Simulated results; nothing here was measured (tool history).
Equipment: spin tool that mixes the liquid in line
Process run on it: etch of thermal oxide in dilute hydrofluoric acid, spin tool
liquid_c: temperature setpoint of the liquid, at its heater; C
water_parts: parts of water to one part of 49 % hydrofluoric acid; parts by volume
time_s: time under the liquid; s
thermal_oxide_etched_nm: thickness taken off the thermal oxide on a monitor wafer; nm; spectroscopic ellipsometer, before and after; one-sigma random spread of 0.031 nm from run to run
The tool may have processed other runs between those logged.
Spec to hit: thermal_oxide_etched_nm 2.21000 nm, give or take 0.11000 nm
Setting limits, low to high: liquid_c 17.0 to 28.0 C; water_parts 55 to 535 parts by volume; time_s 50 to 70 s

run	hour	liquid_c	water_parts	time_s	thermal_oxide_etched_nm
1	0.0	20.0	295	70	0.90867
2	6.7	21.0	265	70	1.07260
3	12.3	21.0	265	70	1.06010
4	14.1	21.0	265	50	0.77155
5	16.6	21.0	265	70	1.06580
6	25.5	21.0	325	70	0.84958
7	33.8	22.0	285	70	1.00480
8	38.9	23.0	255	70	1.20970
# hour 42.5: hydrofluoric acid flow meter replaced
9	42.5	24.0	240	70	1.20870
10	47.4	24.0	120	70	2.75350
11	55.3	23.5	125	70	2.60740

Which of these 5 next moves meets every target?
A	63.2	20.0	125	70	?
B	63.2	24.0	120	70	?
C	63.2	27.0	145	70	?
D	63.2	23.0	155	70	?
E	63.2	23.0	125	70	?

move	thermal_oxide_etched_nm
A	2.22780
B	2.73580
C	2.46280
D	1.95720
E	2.51070
A: each result inside its tolerance
B: misses by more than the last run did
C: closes in on the targets versus the last run, not all within tolerance yet
D: carries the result that was furthest off beyond its target, to the other side
E: closes in on the targets versus the last run, not all within tolerance yet
Answer: A
